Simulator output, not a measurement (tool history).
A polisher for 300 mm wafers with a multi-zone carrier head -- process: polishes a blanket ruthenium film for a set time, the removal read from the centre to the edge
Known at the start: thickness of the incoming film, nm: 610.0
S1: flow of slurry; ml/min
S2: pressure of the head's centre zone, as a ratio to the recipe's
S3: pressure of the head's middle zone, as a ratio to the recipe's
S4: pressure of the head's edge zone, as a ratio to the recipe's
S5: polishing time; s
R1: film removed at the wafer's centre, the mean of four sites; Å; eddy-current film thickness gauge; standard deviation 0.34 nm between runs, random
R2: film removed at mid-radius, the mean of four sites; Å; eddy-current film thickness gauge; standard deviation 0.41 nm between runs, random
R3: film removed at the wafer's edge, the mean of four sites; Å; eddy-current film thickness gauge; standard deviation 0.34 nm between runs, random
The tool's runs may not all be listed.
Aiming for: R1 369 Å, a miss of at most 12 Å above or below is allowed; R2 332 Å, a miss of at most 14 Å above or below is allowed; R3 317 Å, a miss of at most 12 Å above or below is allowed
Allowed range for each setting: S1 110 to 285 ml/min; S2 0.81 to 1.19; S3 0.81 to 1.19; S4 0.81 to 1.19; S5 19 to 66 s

run	hour	S1	S2	S3	S4	S5	R1	R2	R3
1	0	180	1	1	1	42	523.57	523.11	523.55
2	6.6	200	1	1	1	42	527.52	536.59	527.54
3	9.5	200	1.02	0.98	0.96	36	463.81	454.5	450.78
4	13.1	195	1.05	0.98	0.92	32	422.53	402	384.43
5	16.7	195	1.05	0.98	0.85	32	422.71	393.9	372.78
6	23.2	195	1.05	0.98	0.81	32	423.63	406.68	366.38
7	25.6	180	1.06	0.96	0.81	31	406.79	370.65	358.37
8	33.2	175	1.07	0.97	0.81	30	395.78	357.55	337.93
9	34.7	165	1.07	0.97	0.81	30	391.08	357.44	339.85

Consider the 4 candidate settings below. Which is the only one whose results all fall within their allowed miss of target?
A	36.2	180	1.05	1.07	0.81	28	?	?	?
B	36.2	135	1.04	0.83	0.9	31	?	?	?
C	36.2	165	1.08	0.95	0.82	28	?	?	?
D	36.2	130	1.11	1.11	0.86	30	?	?	?

move	R1	R2	R3
A	361.84	368.53	321.77
B	370.96	311.26	359.2
C	365.46	328.03	320.31
D	380.13	380.73	337.05
A: corrects the largest miss of the last run, while another result sits out of spec
B: further off than the last run
C: each result inside its tolerance
D: further off than the last run
The move that meets every target is C.
